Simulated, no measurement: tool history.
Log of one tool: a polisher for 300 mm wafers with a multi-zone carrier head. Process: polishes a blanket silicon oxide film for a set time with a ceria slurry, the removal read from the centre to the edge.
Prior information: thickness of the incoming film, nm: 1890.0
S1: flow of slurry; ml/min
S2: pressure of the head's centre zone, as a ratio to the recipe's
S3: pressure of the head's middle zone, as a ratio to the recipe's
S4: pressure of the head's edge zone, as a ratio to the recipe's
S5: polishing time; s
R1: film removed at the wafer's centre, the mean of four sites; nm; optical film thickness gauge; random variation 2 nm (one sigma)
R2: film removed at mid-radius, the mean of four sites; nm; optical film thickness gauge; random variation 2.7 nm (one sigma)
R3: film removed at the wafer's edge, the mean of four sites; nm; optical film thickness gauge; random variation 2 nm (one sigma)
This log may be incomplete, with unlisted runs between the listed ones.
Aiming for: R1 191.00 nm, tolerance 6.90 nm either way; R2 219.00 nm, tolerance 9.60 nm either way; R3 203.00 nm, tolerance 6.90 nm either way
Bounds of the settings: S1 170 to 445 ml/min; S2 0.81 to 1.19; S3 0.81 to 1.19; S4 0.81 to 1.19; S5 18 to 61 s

| run | day | S1 | S2 | S3 | S4 | S5 | R1 | R2 | R3 |
|---|---|---|---|---|---|---|---|---|---|
| 1 | 0.000 | 285 | 1.00 | 1.00 | 1.00 | 39 | 154.77 | 154.52 | 153.24 |
| 2 | 0.262 | 285 | 0.92 | 1.00 | 1.00 | 39 | 144.12 | 156.15 | 152.48 |
| 3 | 0.317 | 290 | 0.94 | 1.04 | 1.04 | 42 | 157.20 | 171.96 | 167.67 |
| 4 | 0.538 | 295 | 0.95 | 1.08 | 1.06 | 44 | 166.69 | 188.66 | 172.45 |
| 5 | 0.725 | 295 | 0.95 | 1.03 | 1.06 | 44 | 169.43 | 179.29 | 174.80 |
| 6 | 0.954 | 295 | 0.95 | 1.03 | 1.06 | 39 | 149.35 | 158.44 | 155.22 |
| 7 | 1.271 | 290 | 0.94 | 1.05 | 1.06 | 43 | 164.61 | 178.03 | 170.57 |
| 8 | 1.458 | 290 | 0.93 | 1.06 | 1.07 | 45 | 167.87 | 186.53 | 181.45 |
| 9 | 1.492 | 295 | 0.94 | 1.08 | 1.08 | 46 | 174.59 | 196.21 | 185.92 |
|  | 1.550 | slurry nozzle cleaned |
| 10 | 1.550 | 300 | 0.94 | 1.09 | 1.09 | 47 | 183.50 | 204.43 | 197.23 |
| 11 | 1.575 | 340 | 0.95 | 1.16 | 1.09 | 47 | 186.39 | 218.69 | 193.54 |
| 12 | 1.917 | 345 | 0.95 | 1.16 | 1.11 | 47 | 185.13 | 219.47 | 197.97 |
| 13 | 2.004 | 350 | 0.96 | 1.16 | 1.12 | 47 | 185.59 | 220.99 | 196.69 |
| 14 | 2.175 | 350 | 0.97 | 1.15 | 1.13 | 47 | 189.79 | 215.59 | 195.09 |

Exercise: of the 5 proposed moves below, exactly one satisfies all targets within the stated allowed misses. Which move is it?
| A | 2.346 | 425 | 1.03 | 1.19 | 1.15 | 45 | ? | ? | ? |
| B | 2.346 | 390 | 0.99 | 1.15 | 1.10 | 45 | ? | ? | ? |
| C | 2.346 | 445 | 0.94 | 1.12 | 1.15 | 48 | ? | ? | ? |
| D | 2.346 | 335 | 1.05 | 1.19 | 1.08 | 45 | ? | ? | ? |
| E | 2.346 | 350 | 1.09 | 1.19 | 1.10 | 44 | ? | ? | ? |

| move | R1 | R2 | R3 |
|---|---|---|---|
| A | 195.51 | 214.75 | 190.13 |
| B | 188.31 | 208.38 | 186.90 |
| C | 194.44 | 219.78 | 203.39 |
| D | 195.32 | 211.57 | 184.41 |
| E | 197.46 | 207.43 | 181.71 |
A: its largest miss is bigger than the last run's
B: its largest miss is bigger than the last run's
C: all results in spec
D: its largest miss is bigger than the last run's
E: its largest miss is bigger than the last run's
Correct choice: C, which meets every target

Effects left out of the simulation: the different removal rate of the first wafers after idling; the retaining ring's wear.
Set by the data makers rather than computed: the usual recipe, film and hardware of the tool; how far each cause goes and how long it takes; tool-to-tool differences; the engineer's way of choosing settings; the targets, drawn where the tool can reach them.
